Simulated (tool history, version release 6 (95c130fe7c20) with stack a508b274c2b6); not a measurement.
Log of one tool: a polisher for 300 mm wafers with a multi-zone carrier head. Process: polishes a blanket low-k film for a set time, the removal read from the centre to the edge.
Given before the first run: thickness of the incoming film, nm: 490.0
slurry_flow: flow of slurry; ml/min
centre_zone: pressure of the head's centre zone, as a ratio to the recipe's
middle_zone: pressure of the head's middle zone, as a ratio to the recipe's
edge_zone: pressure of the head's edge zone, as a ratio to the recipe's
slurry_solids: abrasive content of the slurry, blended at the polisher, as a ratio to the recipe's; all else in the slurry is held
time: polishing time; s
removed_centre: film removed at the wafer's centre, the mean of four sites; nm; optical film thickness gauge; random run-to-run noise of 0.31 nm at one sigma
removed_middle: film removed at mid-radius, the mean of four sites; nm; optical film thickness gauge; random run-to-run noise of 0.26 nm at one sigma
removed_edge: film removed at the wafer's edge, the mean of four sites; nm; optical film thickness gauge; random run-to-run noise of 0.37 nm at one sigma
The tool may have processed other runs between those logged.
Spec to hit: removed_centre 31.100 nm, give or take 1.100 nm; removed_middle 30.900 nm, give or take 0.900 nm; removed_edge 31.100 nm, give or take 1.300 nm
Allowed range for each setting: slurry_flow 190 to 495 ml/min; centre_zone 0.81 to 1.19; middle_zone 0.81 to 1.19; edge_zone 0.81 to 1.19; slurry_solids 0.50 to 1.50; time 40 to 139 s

run	hour	slurry_flow	centre_zone	middle_zone	edge_zone	slurry_solids	time	removed_centre	removed_middle	removed_edge
1	0.0	320	1.00	1.00	1.00	1.00	89	25.237	25.483	26.315
2	1.2	320	1.00	1.00	0.93	1.00	89	25.511	25.191	25.800
3	10.0	320	0.92	1.00	0.93	1.00	89	24.005	25.421	25.802
4	13.5	320	0.94	1.01	0.94	1.05	89	25.252	26.385	25.891
5	19.8	320	0.95	1.01	0.96	1.10	90	26.065	26.677	27.629
6	25.0	325	0.96	1.03	0.97	1.15	90	26.144	27.942	27.846
7	27.9	325	0.98	1.03	0.97	1.20	90	26.955	28.505	28.419
8	34.6	325	1.00	1.03	0.97	1.25	90	28.039	28.808	28.540
9	38.4	325	1.00	1.03	0.97	1.25	90	28.120	29.018	29.156
10	39.4	325	1.01	1.03	0.97	1.25	90	28.383	28.686	28.009
11	43.3	325	1.01	1.03	0.98	1.30	90	28.526	29.242	29.472
12	45.6	330	1.02	1.03	0.98	1.30	90	28.938	28.800	28.696
13	47.1	330	1.02	1.03	0.98	1.30	90	29.147	29.205	29.356
14	48.6	335	1.03	1.03	0.99	1.30	90	28.910	29.224	29.114
15	55.5	335	1.03	1.03	0.99	1.35	90	29.974	29.875	29.670
16	59.1	335	1.03	1.03	1.00	1.35	90	29.929	30.338	29.961
17	62.3	335	1.03	1.03	1.01	1.35	90	29.799	29.541	30.323

Which single option among these 4 for the next run brings every result within its allowed miss of target? Just one does.
A	65.5	255	1.15	1.12	0.96	1.40	89	?	?	?
B	65.5	450	1.08	0.98	1.08	1.45	88	?	?	?
C	65.5	415	1.06	0.92	1.09	1.20	95	?	?	?
D	65.5	305	1.01	0.99	0.95	1.40	96	?	?	?

move	removed_centre	removed_middle	removed_edge
A	31.313	31.147	28.745
B	31.319	29.149	31.319
C	30.933	27.746	31.614
D	30.991	30.787	31.336
A: the worst result of the last run now meets its target, but another is out of spec
B: further off than the last run
C: further off than the last run
D: each result inside its tolerance
The move that meets every target is D.
